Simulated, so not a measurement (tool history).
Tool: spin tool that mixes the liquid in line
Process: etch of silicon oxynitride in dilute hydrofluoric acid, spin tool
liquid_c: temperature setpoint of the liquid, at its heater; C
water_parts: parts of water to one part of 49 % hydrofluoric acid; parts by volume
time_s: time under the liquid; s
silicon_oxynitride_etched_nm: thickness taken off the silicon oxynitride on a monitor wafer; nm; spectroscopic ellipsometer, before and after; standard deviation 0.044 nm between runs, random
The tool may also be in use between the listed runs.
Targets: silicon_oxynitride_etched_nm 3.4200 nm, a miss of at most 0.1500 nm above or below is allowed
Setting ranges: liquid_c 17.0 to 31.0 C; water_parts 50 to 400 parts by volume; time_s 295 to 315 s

run  hour  liquid_c  water_parts  time_s  silicon_oxynitride_etched_nm
  1   0.0      23.0          225     295                        4.6436
  2   1.2      22.0          230     295                        4.3593
  3   6.1      22.0          230     315                        4.5952
  4  10.5      21.0          230     315                        4.4163
  5  16.5      23.0          230     315                        4.7602
  6  23.5      22.0          235     315                        4.5025
  7  27.7      21.0          240     315                        4.1252
  8  31.2      20.5          240     315                        4.0550
  9  35.2      20.5          240     315                        4.1028
 10  37.7      20.0          240     315                        4.0253
 11  44.7      19.5          240     315                        4.0382
 12  52.9      19.0          245     315                        3.8429

Consider the 5 candidate settings below. Which is the only one whose results all fall within their allowed miss of target?
  A  61.1      20.5          275     310                             ?
  B  61.1      17.0          180     295                             ?
  C  61.1      24.0          280     295                             ?
  D  61.1      17.5          230     315                             ?
  E  61.1      19.5          215     315                             ?

move  silicon_oxynitride_etched_nm
   A                        3.4081
   B                        4.4633
   C                        3.6994
   D                        3.7084
   E                        4.3954
A: every result lands within tolerance
B: moves away from the targets compared with the last run
C: gains on the last run, yet a result remains outside its allowed miss
D: gains on the last run, yet a result remains outside its allowed miss
E: moves away from the targets compared with the last run
The right move is A.
